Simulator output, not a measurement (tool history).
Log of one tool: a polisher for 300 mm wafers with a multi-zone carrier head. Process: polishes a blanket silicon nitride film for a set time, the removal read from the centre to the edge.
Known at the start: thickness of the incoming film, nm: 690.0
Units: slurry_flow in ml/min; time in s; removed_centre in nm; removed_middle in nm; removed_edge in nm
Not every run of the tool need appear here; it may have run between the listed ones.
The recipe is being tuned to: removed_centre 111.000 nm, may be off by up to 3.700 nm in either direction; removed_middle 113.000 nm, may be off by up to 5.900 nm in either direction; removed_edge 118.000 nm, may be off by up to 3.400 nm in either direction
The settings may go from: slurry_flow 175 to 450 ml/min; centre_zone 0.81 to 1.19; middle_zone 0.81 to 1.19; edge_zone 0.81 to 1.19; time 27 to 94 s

{"run": 1, "hour": 0.0, "slurry_flow": 290, "centre_zone": 1.0, "middle_zone": 1.0, "edge_zone": 1.0, "time": 60, "removed_centre": 85.017, "removed_middle": 83.5, "removed_edge": 85.704}
{"run": 2, "hour": 8.9, "slurry_flow": 220, "centre_zone": 1.0, "middle_zone": 1.0, "edge_zone": 1.0, "time": 60, "removed_centre": 78.661, "removed_middle": 83.698, "removed_edge": 83.74}
{"run": 3, "hour": 12.7, "slurry_flow": 220, "centre_zone": 1.0, "middle_zone": 1.0, "edge_zone": 1.03, "time": 60, "removed_centre": 80.437, "removed_middle": 81.478, "removed_edge": 83.828}
{"run": 4, "hour": 18.0, "slurry_flow": 225, "centre_zone": 1.0, "middle_zone": 1.0, "edge_zone": 1.04, "time": 62, "removed_centre": 83.644, "removed_middle": 84.806, "removed_edge": 87.366}
{"run": 5, "hour": 22.2, "slurry_flow": 255, "centre_zone": 1.0, "middle_zone": 1.0, "edge_zone": 1.04, "time": 62, "removed_centre": 85.957, "removed_middle": 83.464, "removed_edge": 88.35}
{"run": 6, "hour": 26.9, "slurry_flow": 255, "centre_zone": 1.0, "middle_zone": 1.01, "edge_zone": 1.04, "time": 64, "removed_centre": 88.569, "removed_middle": 90.673, "removed_edge": 91.293}
{"run": 7, "hour": 32.5, "slurry_flow": 260, "centre_zone": 0.99, "middle_zone": 1.01, "edge_zone": 1.05, "time": 66, "removed_centre": 89.077, "removed_middle": 94.894, "removed_edge": 93.812}
{"run": 8, "hour": 36.0, "slurry_flow": 260, "centre_zone": 0.99, "middle_zone": 1.0, "edge_zone": 1.06, "time": 68, "removed_centre": 92.972, "removed_middle": 92.223, "removed_edge": 98.123}

Exercise: of the 5 proposed moves below, exactly one satisfies all targets within the stated allowed misses. Which move is it?
{"run": "A", "hour": 39.5, "slurry_flow": 245, "centre_zone": 0.98, "middle_zone": 1.05, "edge_zone": 1.06, "time": 75, "removed_centre": "?", "removed_middle": "?", "removed_edge": "?"}
{"run": "B", "hour": 39.5, "slurry_flow": 275, "centre_zone": 0.96, "middle_zone": 1.0, "edge_zone": 1.03, "time": 82, "removed_centre": "?", "removed_middle": "?", "removed_edge": "?"}
{"run": "C", "hour": 39.5, "slurry_flow": 305, "centre_zone": 0.93, "middle_zone": 0.93, "edge_zone": 1.02, "time": 87, "removed_centre": "?", "removed_middle": "?", "removed_edge": "?"}
{"run": "D", "hour": 39.5, "slurry_flow": 320, "centre_zone": 1.13, "middle_zone": 0.91, "edge_zone": 1.19, "time": 51, "removed_centre": "?", "removed_middle": "?", "removed_edge": "?"}
{"run": "E", "hour": 39.5, "slurry_flow": 240, "centre_zone": 1.05, "middle_zone": 1.16, "edge_zone": 1.02, "time": 86, "removed_centre": "?", "removed_middle": "?", "removed_edge": "?"}

move=A removed_centre=101.420 removed_middle=106.790 removed_edge=108.950
move=B removed_centre=110.980 removed_middle=114.840 removed_edge=118.950
move=C removed_centre=116.690 removed_middle=117.960 removed_edge=126.790
move=D removed_centre=78.066 removed_middle=68.528 removed_edge=79.523
move=E removed_centre=121.370 removed_middle=129.960 removed_edge=122.660
A: an improvement on the last run, though not all results are within tolerance
B: hits every target within its allowed miss
C: carries the result that was furthest off beyond its target, to the other side
D: moves away from the targets compared with the last run
E: carries the result that was furthest off beyond its target, to the other side
Move B is the one to make.

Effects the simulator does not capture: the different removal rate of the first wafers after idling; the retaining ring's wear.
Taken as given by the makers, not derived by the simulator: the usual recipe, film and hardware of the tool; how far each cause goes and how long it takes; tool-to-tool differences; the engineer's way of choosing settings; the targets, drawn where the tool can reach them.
